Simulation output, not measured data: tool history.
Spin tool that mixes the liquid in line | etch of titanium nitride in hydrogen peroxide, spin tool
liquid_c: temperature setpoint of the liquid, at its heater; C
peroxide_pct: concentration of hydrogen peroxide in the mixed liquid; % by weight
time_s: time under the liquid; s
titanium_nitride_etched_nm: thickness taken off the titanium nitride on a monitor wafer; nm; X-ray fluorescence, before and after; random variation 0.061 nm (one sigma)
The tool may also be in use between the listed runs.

run	hour	liquid_c	peroxide_pct	time_s	titanium_nitride_etched_nm
1	0	43	24.5	305	11.797
2	2.4	41	24.5	305	10.274
3	4.7	45.5	24.5	305	14.363
4	6.8	49.5	24.5	305	18.991
5	15.3	49.5	22.5	305	19.094
6	18	46	22.5	305	14.574

Forecast run 7:
7	19.5	38	22	305	?

Run 7 gave titanium_nitride_etched_nm 7.8784 nm.

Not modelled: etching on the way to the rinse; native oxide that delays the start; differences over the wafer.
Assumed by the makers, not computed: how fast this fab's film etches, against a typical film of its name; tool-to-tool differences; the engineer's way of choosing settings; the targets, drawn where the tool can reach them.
